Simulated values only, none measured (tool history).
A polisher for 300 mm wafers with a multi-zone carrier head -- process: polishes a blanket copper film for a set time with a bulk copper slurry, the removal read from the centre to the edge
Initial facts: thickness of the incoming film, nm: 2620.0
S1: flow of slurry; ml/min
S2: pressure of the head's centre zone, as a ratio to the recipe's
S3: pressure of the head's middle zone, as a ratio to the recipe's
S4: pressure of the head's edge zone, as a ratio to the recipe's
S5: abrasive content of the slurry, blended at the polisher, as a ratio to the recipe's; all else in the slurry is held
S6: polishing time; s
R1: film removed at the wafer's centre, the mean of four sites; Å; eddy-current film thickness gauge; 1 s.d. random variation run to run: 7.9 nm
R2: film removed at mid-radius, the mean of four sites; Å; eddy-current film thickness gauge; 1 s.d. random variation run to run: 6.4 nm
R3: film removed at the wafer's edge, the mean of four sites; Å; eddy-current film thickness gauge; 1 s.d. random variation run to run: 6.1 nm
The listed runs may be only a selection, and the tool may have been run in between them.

run,hour,S1,S2,S3,S4,S5,S6,R1,R2,R3
1,0,210,1,1,1,1,46,4495.8,4481.4,4802.2
2,5.6,215,1.01,0.99,1.04,1.1,47,4758.5,4774.9,5192.6
3,12.1,215,1.01,0.99,0.99,1.1,47,4827,4810.4,5074.2
4,19.5,180,1.01,0.99,0.99,1.1,47,4742.7,4726.7,4907.9
# hour 28: edge zone pressure recalibrated
5,28,180,1.07,0.99,0.99,1.1,47,4846.3,4641,4773.5
6,35.7,210,1.07,0.99,0.99,1.1,47,4981.9,4877.8,4934.3
7,42.8,225,1.07,0.96,1.02,1.15,47,5050.4,4684.6,5039.6
8,43.8,225,1.04,0.97,1.12,1.4,50,5769.2,5442.2,5919.8

Predict the results of run 9:
9,51.1,220,1.03,0.95,1.13,1.4,50,?,?,?

R1: 5567.9 Å
R2: 5176.1 Å
R3: 6050.8 Å
